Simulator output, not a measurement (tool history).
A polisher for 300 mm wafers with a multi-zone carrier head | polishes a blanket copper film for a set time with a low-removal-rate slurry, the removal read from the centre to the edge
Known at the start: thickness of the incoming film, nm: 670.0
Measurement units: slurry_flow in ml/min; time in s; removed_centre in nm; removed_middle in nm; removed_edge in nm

| run | hour | slurry_flow | centre_zone | middle_zone | edge_zone | slurry_solids | time | removed_centre | removed_middle | removed_edge |
|---|---|---|---|---|---|---|---|---|---|---|
| 1 | 0.0 | 235 | 1.00 | 1.00 | 1.00 | 1.00 | 58 | 164.95 | 168.02 | 166.47 |
| 2 | 6.5 | 235 | 1.00 | 1.00 | 1.00 | 1.00 | 47 | 133.01 | 135.99 | 139.83 |
| 3 | 15.4 | 235 | 1.00 | 1.00 | 1.00 | 1.20 | 47 | 144.11 | 142.75 | 144.86 |
| 4 | 19.4 | 210 | 1.00 | 1.00 | 1.00 | 1.20 | 47 | 136.12 | 142.60 | 147.35 |
| 5 | 24.3 | 210 | 0.98 | 0.96 | 0.99 | 1.05 | 46 | 122.97 | 128.34 | 132.64 |
| 6 | 25.1 | 210 | 0.91 | 0.96 | 0.99 | 1.05 | 46 | 119.25 | 126.80 | 137.60 |
| 7 | 29.5 | 205 | 0.91 | 0.92 | 0.98 | 1.05 | 46 | 118.37 | 122.52 | 136.57 |
| 8 | 32.9 | 195 | 0.91 | 0.90 | 0.97 | 1.00 | 46 | 114.77 | 118.39 | 131.28 |

For run 9, what comes out?
| 9 | 37.5 | 190 | 0.90 | 0.88 | 0.97 | 1.00 | 46 | ? | ? | ? |

removed_centre: 111.24 nm
removed_middle: 116.10 nm
removed_edge: 132.00 nm

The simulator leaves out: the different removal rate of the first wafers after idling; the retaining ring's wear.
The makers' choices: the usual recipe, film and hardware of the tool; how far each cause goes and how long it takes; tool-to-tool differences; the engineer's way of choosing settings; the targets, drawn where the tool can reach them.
